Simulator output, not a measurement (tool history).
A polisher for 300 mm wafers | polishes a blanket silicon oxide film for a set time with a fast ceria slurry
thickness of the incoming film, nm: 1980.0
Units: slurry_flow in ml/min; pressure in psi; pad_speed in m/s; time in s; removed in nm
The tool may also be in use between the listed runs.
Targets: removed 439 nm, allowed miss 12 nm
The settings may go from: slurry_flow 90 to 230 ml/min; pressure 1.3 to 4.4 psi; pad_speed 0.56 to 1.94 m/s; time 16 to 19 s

run,hour,slurry_flow,pressure,pad_speed,time,removed
1,0,150,2.8,1.24,19,343.14
2,4.8,135,2.8,1.24,19,335.05
3,5.7,135,2.6,1.24,19,309.2
4,9.7,155,2.6,1.24,19,317.97
5,13.2,135,2.6,1.24,19,307.14
6,17.3,135,2.6,1.24,16,263.72
7,22.7,155,2.8,1.24,16,287.86
8,30,155,3.2,1.24,16,326.49

Which of these 5 next moves meets every target?
A,37.3,135,3.4,1.28,16,?
B,37.3,185,3.2,0.8,18,?
C,37.3,155,2.8,1.12,16,?
D,37.3,150,2.7,1,18,?
E,37.3,130,4.2,1.24,17,?

move,removed
A,348.88
B,248.85
C,260.72
D,252.29
E,438.35
A: nearer than the last run, and not there yet
B: further off than the last run
C: further off than the last run
D: further off than the last run
E: meets every target
The right move is E.
